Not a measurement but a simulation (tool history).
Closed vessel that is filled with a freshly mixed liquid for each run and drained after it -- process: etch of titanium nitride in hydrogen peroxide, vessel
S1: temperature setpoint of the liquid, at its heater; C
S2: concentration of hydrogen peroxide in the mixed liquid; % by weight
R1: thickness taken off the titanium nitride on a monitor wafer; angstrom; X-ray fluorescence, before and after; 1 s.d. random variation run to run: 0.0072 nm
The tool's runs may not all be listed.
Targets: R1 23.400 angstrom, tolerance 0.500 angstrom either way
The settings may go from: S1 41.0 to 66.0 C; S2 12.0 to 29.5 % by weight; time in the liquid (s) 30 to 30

run 1 hour=0.0 | S1=57.0 S2=20.0 time_in_the_liquid_(s)=30 | R1=38.280
run 2 hour=5.2 | S1=57.0 S2=20.0 time_in_the_liquid_(s)=30 | R1=38.551
run 3 hour=13.2 | S1=56.0 S2=20.0 time_in_the_liquid_(s)=30 | R1=35.683
run 4 hour=14.3 | S1=55.5 S2=20.0 time_in_the_liquid_(s)=30 | R1=34.497
run 5 hour=16.7 | S1=55.5 S2=20.0 time_in_the_liquid_(s)=30 | R1=34.478
run 6 hour=17.3 | S1=55.0 S2=20.0 time_in_the_liquid_(s)=30 | R1=33.341
run 7 hour=18.7 | S1=54.5 S2=20.0 time_in_the_liquid_(s)=30 | R1=32.090
run 8 hour=21.6 | S1=54.0 S2=20.0 time_in_the_liquid_(s)=30 | R1=31.053
run 9 hour=27.4 | S1=53.5 S2=20.0 time_in_the_liquid_(s)=30 | R1=29.935
run 10 hour=34.9 | S1=53.0 S2=20.0 time_in_the_liquid_(s)=30 | R1=28.872
run 11 hour=36.1 | S1=52.5 S2=20.0 time_in_the_liquid_(s)=30 | R1=27.926
run 12 hour=37.6 | S1=52.0 S2=20.0 time_in_the_liquid_(s)=30 | R1=26.847
run 13 hour=41.6 | S1=51.0 S2=20.0 time_in_the_liquid_(s)=30 | R1=25.079
-- hour=50.2 thermometer replaced
run 14 hour=50.2 | S1=50.5 S2=20.0 time_in_the_liquid_(s)=30 | R1=26.953

4 next moves are on the table. One of them brings every result within its allowed miss. Which?
run A hour=58.8 | S1=52.0 S2=19.0 time_in_the_liquid_(s)=30 | R1=?
run B hour=58.8 | S1=52.5 S2=19.5 time_in_the_liquid_(s)=30 | R1=?
run C hour=58.8 | S1=49.0 S2=17.5 time_in_the_liquid_(s)=30 | R1=?
run D hour=58.8 | S1=52.5 S2=18.5 time_in_the_liquid_(s)=30 | R1=?

move=A R1=29.673
move=B R1=30.920
move=C R1=23.492
move=D R1=30.574
A: moves away from the targets compared with the last run
B: moves away from the targets compared with the last run
C: every result within its allowed miss
D: moves away from the targets compared with the last run
The move that meets every target is C.
